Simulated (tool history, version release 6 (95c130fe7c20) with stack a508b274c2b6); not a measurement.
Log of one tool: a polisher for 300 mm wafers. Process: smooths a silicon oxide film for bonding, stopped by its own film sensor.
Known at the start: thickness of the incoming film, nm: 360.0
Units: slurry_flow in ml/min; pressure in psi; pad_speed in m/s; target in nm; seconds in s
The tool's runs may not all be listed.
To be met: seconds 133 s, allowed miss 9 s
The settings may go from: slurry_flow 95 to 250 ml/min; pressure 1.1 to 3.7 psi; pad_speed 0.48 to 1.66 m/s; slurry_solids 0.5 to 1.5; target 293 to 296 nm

| run | hour | slurry_flow | pressure | pad_speed | slurry_solids | target | seconds |
|---|---|---|---|---|---|---|---|
| 1 | 0 | 160 | 2.4 | 1.06 | 1 | 296 | 87.917 |
| 2 | 7.5 | 185 | 2.4 | 1.06 | 1 | 296 | 84.218 |
| 3 | 8.4 | 185 | 2.4 | 1.24 | 1 | 296 | 72.821 |
| 4 | 15.3 | 185 | 2.4 | 1.24 | 1.1 | 296 | 71.407 |
| 5 | 18.8 | 185 | 2.7 | 1.24 | 1.1 | 296 | 65.647 |
| 6 | 26.8 | 185 | 2.4 | 1.18 | 1.1 | 296 | 73.126 |
| 7 | 32.7 | 185 | 2.2 | 1.12 | 1.1 | 296 | 81.693 |
| 8 | 39.5 | 185 | 2 | 1.08 | 1.1 | 296 | 90.297 |

5 next moves are on the table. One of them brings every result within its allowed miss. Which?
| A | 46.3 | 205 | 2.6 | 1.6 | 1 | 296 | ? |
| B | 46.3 | 190 | 2 | 0.76 | 1 | 293 | ? |
| C | 46.3 | 220 | 2.6 | 1.52 | 1.4 | 296 | ? |
| D | 46.3 | 205 | 2.8 | 1.3 | 1.3 | 296 | ? |
| E | 46.3 | 185 | 1.4 | 0.88 | 1.05 | 293 | ? |

| move | seconds |
|---|---|
| A | 53.897 |
| B | 128.47 |
| C | 50.22 |
| D | 55.142 |
| E | 149.02 |
A: further off than the last run
B: meets every target
C: further off than the last run
D: further off than the last run
E: takes the result that was furthest off past its target
The right move is B.

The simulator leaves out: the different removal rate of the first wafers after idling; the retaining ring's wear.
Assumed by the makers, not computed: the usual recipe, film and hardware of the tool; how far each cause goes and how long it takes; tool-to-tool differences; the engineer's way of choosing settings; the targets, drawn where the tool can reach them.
